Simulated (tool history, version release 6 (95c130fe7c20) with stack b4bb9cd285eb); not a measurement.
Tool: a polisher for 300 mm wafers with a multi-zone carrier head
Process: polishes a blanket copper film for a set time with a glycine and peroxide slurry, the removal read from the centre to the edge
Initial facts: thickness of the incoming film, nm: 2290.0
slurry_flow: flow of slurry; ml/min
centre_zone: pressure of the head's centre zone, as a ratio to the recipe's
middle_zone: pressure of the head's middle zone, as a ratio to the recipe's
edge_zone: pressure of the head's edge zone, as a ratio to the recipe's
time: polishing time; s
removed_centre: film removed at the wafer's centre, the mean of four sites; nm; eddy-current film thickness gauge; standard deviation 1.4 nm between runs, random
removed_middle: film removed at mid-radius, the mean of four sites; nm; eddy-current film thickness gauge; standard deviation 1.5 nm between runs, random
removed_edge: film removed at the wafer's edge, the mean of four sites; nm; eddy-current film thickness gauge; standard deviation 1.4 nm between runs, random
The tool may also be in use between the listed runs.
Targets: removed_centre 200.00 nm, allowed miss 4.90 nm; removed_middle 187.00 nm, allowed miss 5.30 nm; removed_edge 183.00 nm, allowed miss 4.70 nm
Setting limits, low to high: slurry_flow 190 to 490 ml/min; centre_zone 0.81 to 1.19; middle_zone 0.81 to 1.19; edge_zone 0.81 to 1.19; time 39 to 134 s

run 1 hour=0.0 | slurry_flow=315 centre_zone=1.00 middle_zone=1.00 edge_zone=1.00 time=86 | removed_centre=331.65 removed_middle=314.62 removed_edge=318.93
run 2 hour=1.4 | slurry_flow=315 centre_zone=0.99 middle_zone=0.98 edge_zone=0.95 time=74 | removed_centre=285.20 removed_middle=269.83 removed_edge=267.56
run 3 hour=8.3 | slurry_flow=315 centre_zone=0.98 middle_zone=0.96 edge_zone=0.92 time=66 | removed_centre=252.69 removed_middle=235.47 removed_edge=235.27
run 4 hour=16.4 | slurry_flow=315 centre_zone=1.03 middle_zone=0.96 edge_zone=0.92 time=66 | removed_centre=263.14 removed_middle=237.05 removed_edge=234.33
run 5 hour=20.8 | slurry_flow=310 centre_zone=1.00 middle_zone=0.95 edge_zone=0.89 time=61 | removed_centre=236.25 removed_middle=214.44 removed_edge=214.72
run 6 hour=28.1 | slurry_flow=310 centre_zone=0.93 middle_zone=0.95 edge_zone=0.89 time=61 | removed_centre=216.40 removed_middle=218.53 removed_edge=215.82
run 7 hour=35.0 | slurry_flow=290 centre_zone=0.97 middle_zone=0.92 edge_zone=0.81 time=49 | removed_centre=181.54 removed_middle=169.70 removed_edge=163.55
run 8 hour=41.1 | slurry_flow=330 centre_zone=0.97 middle_zone=0.92 edge_zone=0.82 time=49 | removed_centre=183.40 removed_middle=169.85 removed_edge=169.48
run 9 hour=45.2 | slurry_flow=330 centre_zone=0.97 middle_zone=0.92 edge_zone=0.82 time=49 | removed_centre=184.20 removed_middle=171.40 removed_edge=166.05
run 10 hour=52.1 | slurry_flow=330 centre_zone=0.98 middle_zone=0.93 edge_zone=0.85 time=49 | removed_centre=188.20 removed_middle=170.84 removed_edge=169.86
run 11 hour=58.3 | slurry_flow=330 centre_zone=0.98 middle_zone=0.93 edge_zone=0.85 time=49 | removed_centre=186.03 removed_middle=170.95 removed_edge=169.09
run 12 hour=66.4 | slurry_flow=330 centre_zone=0.99 middle_zone=0.95 edge_zone=0.88 time=49 | removed_centre=190.37 removed_middle=174.99 removed_edge=171.96
run 13 hour=75.2 | slurry_flow=330 centre_zone=0.99 middle_zone=0.96 edge_zone=0.90 time=49 | removed_centre=188.59 removed_middle=175.75 removed_edge=174.74
run 14 hour=79.6 | slurry_flow=330 centre_zone=1.00 middle_zone=0.97 edge_zone=0.91 time=49 | removed_centre=191.84 removed_middle=176.47 removed_edge=175.64
run 15 hour=81.0 | slurry_flow=330 centre_zone=1.01 middle_zone=0.99 edge_zone=0.92 time=49 | removed_centre=191.32 removed_middle=177.31 removed_edge=175.10
run 16 hour=84.2 | slurry_flow=330 centre_zone=1.01 middle_zone=0.99 edge_zone=0.92 time=49 | removed_centre=189.82 removed_middle=180.45 removed_edge=175.52
run 17 hour=86.3 | slurry_flow=330 centre_zone=1.02 middle_zone=1.00 edge_zone=0.93 time=49 | removed_centre=192.81 removed_middle=180.71 removed_edge=177.20
run 18 hour=92.9 | slurry_flow=325 centre_zone=1.03 middle_zone=1.01 edge_zone=0.94 time=49 | removed_centre=195.39 removed_middle=182.84 removed_edge=176.22
run 19 hour=93.6 | slurry_flow=320 centre_zone=1.03 middle_zone=1.01 edge_zone=0.95 time=49 | removed_centre=195.72 removed_middle=181.38 removed_edge=179.84
run 20 hour=97.7 | slurry_flow=320 centre_zone=1.03 middle_zone=1.02 edge_zone=0.95 time=49 | removed_centre=197.55 removed_middle=181.24 removed_edge=178.00

Below are 5 possible settings for the next run. Only one of them brings all results inside the allowed miss of their targets. Which is it?
run A hour=101.8 | slurry_flow=325 centre_zone=1.03 middle_zone=1.07 edge_zone=0.93 time=48 | removed_centre=? removed_middle=? removed_edge=?
run B hour=101.8 | slurry_flow=290 centre_zone=1.05 middle_zone=1.00 edge_zone=0.92 time=52 | removed_centre=? removed_middle=? removed_edge=?
run C hour=101.8 | slurry_flow=490 centre_zone=1.04 middle_zone=1.04 edge_zone=1.00 time=48 | removed_centre=? removed_middle=? removed_edge=?
run D hour=101.8 | slurry_flow=210 centre_zone=1.09 middle_zone=1.03 edge_zone=0.94 time=50 | removed_centre=? removed_middle=? removed_edge=?
run E hour=101.8 | slurry_flow=315 centre_zone=1.06 middle_zone=1.00 edge_zone=0.91 time=51 | removed_centre=? removed_middle=? removed_edge=?

move=A removed_centre=194.61 removed_middle=185.40 removed_edge=171.80
move=B removed_centre=212.04 removed_middle=189.45 removed_edge=183.65
move=C removed_centre=203.53 removed_middle=187.68 removed_edge=182.33
move=D removed_centre=201.56 removed_middle=177.79 removed_edge=172.49
move=E removed_centre=212.02 removed_middle=187.45 removed_edge=180.42
A: corrects the largest miss of the last run, while another result sits out of spec
B: corrects the largest miss of the last run, while another result sits out of spec
C: hits every target within its allowed miss
D: lands further from the targets than the last run did
E: corrects the largest miss of the last run, while another result sits out of spec
C meets every target.
